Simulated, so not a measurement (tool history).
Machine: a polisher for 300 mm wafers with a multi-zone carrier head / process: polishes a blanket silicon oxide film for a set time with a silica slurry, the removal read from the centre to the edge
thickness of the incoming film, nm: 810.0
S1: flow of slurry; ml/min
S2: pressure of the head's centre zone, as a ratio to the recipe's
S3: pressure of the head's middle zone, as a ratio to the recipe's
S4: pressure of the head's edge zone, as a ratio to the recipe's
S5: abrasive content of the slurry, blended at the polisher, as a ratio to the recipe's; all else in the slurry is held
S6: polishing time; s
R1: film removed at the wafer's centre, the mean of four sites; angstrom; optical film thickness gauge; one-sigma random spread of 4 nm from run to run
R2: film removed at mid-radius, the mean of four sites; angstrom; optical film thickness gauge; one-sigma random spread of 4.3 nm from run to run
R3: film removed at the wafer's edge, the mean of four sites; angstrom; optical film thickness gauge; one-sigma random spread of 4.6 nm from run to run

run	hour	S1	S2	S3	S4	S5	S6	R1	R2	R3
1	0.0	190	1.00	1.00	1.00	1.00	68	2795.8	2746.2	2843.1
2	1.2	190	1.00	1.00	0.92	1.00	68	2804.6	2765.5	2677.9
3	4.4	200	1.04	1.02	0.99	1.15	71	3298.7	3190.6	3143.5
4	11.5	205	1.06	1.02	1.04	1.25	74	3561.5	3453.8	3436.3
5	16.5	245	1.06	1.02	1.04	1.25	74	3683.6	3517.0	3540.6
6	20.0	245	1.12	1.02	1.04	1.25	74	3819.8	3431.0	3527.1

For run 7, what comes out?
7	26.1	250	1.12	1.01	1.08	1.35	77	?	?	?

{"run 7": {"R1": 4175.3, "R2": 3766.1, "R3": 3826.6}}
